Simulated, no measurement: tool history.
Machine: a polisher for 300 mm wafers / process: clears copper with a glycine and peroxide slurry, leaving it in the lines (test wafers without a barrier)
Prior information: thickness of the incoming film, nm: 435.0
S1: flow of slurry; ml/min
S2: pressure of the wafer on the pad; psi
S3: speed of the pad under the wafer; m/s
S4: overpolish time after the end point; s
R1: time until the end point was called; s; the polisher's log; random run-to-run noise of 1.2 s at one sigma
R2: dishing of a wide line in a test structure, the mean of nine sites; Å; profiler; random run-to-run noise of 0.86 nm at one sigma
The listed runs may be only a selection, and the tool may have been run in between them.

{"run": 1, "hour": 0.0, "S1": 140, "S2": 2.0, "S3": 0.92, "S4": 11, "R1": 117.86, "R2": 332.89}
{"run": 2, "hour": 6.8, "S1": 140, "S2": 2.0, "S3": 1.02, "S4": 11, "R1": 109.14, "R2": 349.91}
{"run": 3, "hour": 8.6, "S1": 140, "S2": 2.1, "S3": 1.04, "S4": 11, "R1": 107.44, "R2": 374.29}
{"run": 4, "hour": 14.2, "S1": 140, "S2": 2.1, "S3": 1.16, "S4": 11, "R1": 96.431, "R2": 398.01}
{"run": 5, "hour": 20.6, "S1": 115, "S2": 2.1, "S3": 1.16, "S4": 11, "R1": 100.41, "R2": 390.73}
{"run": 6, "hour": 22.0, "S1": 115, "S2": 2.4, "S3": 1.16, "S4": 11, "R1": 90.545, "R2": 422.07}
{"run": 7, "hour": 28.4, "S1": 115, "S2": 2.5, "S3": 1.18, "S4": 11, "R1": 84.973, "R2": 435.15}
{"run": 8, "hour": 31.4, "S1": 115, "S2": 2.5, "S3": 1.2, "S4": 11, "R1": 84.302, "R2": 453.61}

Run 9 has not been measured yet. What should we expect?
{"run": 9, "hour": 36.0, "S1": 105, "S2": 3.0, "S3": 1.24, "S4": 14, "R1": "?", "R2": "?"}

{"run 9": {"R1": 74.289, "R2": 627.44}}

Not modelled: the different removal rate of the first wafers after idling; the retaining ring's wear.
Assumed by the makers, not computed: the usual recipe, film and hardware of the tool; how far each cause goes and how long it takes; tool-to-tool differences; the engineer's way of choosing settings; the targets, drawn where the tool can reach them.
